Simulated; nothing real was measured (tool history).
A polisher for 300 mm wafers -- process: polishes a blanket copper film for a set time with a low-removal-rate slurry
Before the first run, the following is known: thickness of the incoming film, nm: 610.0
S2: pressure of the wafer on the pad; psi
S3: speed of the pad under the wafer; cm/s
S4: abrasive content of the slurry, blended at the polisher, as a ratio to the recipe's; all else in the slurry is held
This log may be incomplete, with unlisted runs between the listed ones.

Run 1, day 0: flow of slurry (ml/min) 320, S2 2.3 psi, S3 94 cm/s, S4 1, polishing time (s) 65. Result: film removed (Å) 1389.
Run 2, day 0.362: flow of slurry (ml/min) 320, S2 2.1 psi, S3 94 cm/s, S4 1, polishing time (s) 65. Result: film removed (Å) 1270.5.
Run 3, day 0.546: flow of slurry (ml/min) 320, S2 2.1 psi, S3 94 cm/s, S4 1, polishing time (s) 59. Result: film removed (Å) 1133.6.
Run 4, day 0.604: flow of slurry (ml/min) 320, S2 2.1 psi, S3 108 cm/s, S4 1, polishing time (s) 59. Result: film removed (Å) 1299.6.
Run 5, day 0.912: flow of slurry (ml/min) 365, S2 2.1 psi, S3 108 cm/s, S4 1, polishing time (s) 59. Result: film removed (Å) 1307.2.
Run 6, day 1.175: flow of slurry (ml/min) 320, S2 2.1 psi, S3 108 cm/s, S4 1, polishing time (s) 59. Result: film removed (Å) 1320.4.

Run 7, settings as shown, results not yet in. Your forecast:
Run 7, day 1.442: flow of slurry (ml/min) 320, S2 2 psi, S3 108 cm/s, S4 1, polishing time (s) 59. Result: film removed (Å) ?.

{"run 7": {"film removed (Å)": 1232.2}}

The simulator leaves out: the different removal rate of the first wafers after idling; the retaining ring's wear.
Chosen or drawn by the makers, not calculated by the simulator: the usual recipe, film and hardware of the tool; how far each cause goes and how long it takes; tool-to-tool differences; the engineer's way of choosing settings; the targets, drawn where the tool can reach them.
